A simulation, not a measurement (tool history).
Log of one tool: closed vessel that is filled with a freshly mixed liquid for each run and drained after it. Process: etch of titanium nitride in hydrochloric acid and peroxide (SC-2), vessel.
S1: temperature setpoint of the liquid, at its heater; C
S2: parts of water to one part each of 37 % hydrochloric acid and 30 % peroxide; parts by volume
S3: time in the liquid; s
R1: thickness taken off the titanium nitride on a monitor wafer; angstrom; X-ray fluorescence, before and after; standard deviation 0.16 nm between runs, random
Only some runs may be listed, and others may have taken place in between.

run 1 hour=0 | S1=64 S2=6 S3=150 | R1=253.75
run 2 hour=9.4 | S1=64 S2=6 S3=110 | R1=183.83
run 3 hour=18.5 | S1=70 S2=6 S3=110 | R1=264.52
run 4 hour=26.6 | S1=70 S2=6 S3=150 | R1=362.61
run 5 hour=35.2 | S1=70 S2=4.5 S3=150 | R1=437.83
run 6 hour=36.5 | S1=70 S2=4.5 S3=150 | R1=443.27

Forecast run 7:
run 7 hour=38 | S1=67.5 S2=4.5 S3=150 | R1=?

Run 7 measured R1 383.02 angstrom.
